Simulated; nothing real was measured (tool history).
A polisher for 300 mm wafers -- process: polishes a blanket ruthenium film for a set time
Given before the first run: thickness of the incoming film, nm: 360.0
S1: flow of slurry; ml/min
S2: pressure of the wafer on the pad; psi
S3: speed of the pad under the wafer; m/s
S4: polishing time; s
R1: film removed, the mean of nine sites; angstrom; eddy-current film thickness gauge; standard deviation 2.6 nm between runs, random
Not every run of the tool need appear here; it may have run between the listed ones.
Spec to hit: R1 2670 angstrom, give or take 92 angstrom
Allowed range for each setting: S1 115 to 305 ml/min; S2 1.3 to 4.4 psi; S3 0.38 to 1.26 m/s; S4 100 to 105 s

run  hour   S1   S2    S3   S4      R1
  1     0  195  2.8  0.82  100  1353.6
  2   5.2  195  2.8  0.82  100  1400.8
  3     9  195  2.8  0.82  100  1381.4
  4  17.1  195  2.8  0.92  100  1536.8
  5    24  200  3.2  0.92  100  1751.3
  6  31.9  160  3.2  0.92  100  1677.3
  7    36  175  3.5  0.92  100  1844.3
  8  44.6  190  3.8  0.94  100  2122.9
  9  45.9  205    4  0.94  100  2227.1
 10  54.4  205  4.1  0.96  100  2320.9
 11  55.6  205  4.2  0.98  100  2384.2
 12  59.1  205  4.3     1  100  2492.6

Which of these 4 next moves meets every target?
  A  62.6  190  4.2  0.96  100   ?
  B  62.6  245  4.4  1.02  105   ?
  C  62.6  185  4.4  1.08  105   ?
  D  62.6  170  4.1  1.12  101   ?

move      R1
   A  2331.8
   B  2804.2
   C  2844.9
   D    2604
A: moves away from the targets compared with the last run
B: takes the result that was furthest off past its target
C: takes the result that was furthest off past its target
D: all results in spec
Move D is the one to make.

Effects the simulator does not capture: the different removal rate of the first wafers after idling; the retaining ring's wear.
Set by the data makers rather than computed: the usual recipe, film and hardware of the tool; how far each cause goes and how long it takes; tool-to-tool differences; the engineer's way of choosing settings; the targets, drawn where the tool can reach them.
